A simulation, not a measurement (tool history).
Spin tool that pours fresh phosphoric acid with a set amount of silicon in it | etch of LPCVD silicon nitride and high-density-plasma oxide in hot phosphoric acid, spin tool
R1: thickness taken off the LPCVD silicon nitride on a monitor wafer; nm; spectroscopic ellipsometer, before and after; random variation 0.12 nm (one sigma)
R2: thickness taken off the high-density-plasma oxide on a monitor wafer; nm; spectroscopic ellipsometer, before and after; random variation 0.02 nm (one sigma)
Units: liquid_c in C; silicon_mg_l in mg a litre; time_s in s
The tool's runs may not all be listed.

Run 1, day 0.000: liquid_c 164.0 C, silicon_mg_l 10.5 mg a litre, time_s 180 s. Result: R1 21.056 nm, R2 1.18580 nm.
Run 2, day 0.212: liquid_c 164.0 C, silicon_mg_l 10.5 mg a litre, time_s 230 s. Result: R1 26.661 nm, R2 1.44390 nm.
Run 3, day 0.362: liquid_c 163.5 C, silicon_mg_l 9.0 mg a litre, time_s 190 s. Result: R1 21.690 nm, R2 1.24370 nm.
Run 4, day 0.525: liquid_c 163.0 C, silicon_mg_l 8.5 mg a litre, time_s 160 s. Result: R1 17.620 nm, R2 1.03110 nm.
Run 5, day 0.575: liquid_c 164.0 C, silicon_mg_l 8.5 mg a litre, time_s 160 s. Result: R1 18.420 nm, R2 1.10900 nm.
Run 6, day 0.717: liquid_c 163.0 C, silicon_mg_l 7.5 mg a litre, time_s 145 s. Result: R1 16.160 nm, R2 0.99179 nm.
Run 7, day 0.908: liquid_c 162.0 C, silicon_mg_l 7.0 mg a litre, time_s 140 s. Result: R1 15.264 nm, R2 0.83947 nm.

Run 8 comes next. What will it give?
Run 8, day 0.996: liquid_c 162.0 C, silicon_mg_l 5.5 mg a litre, time_s 130 s. Result: R1 ?, R2 ?.

R1: 14.130 nm
R2: 0.82238 nm
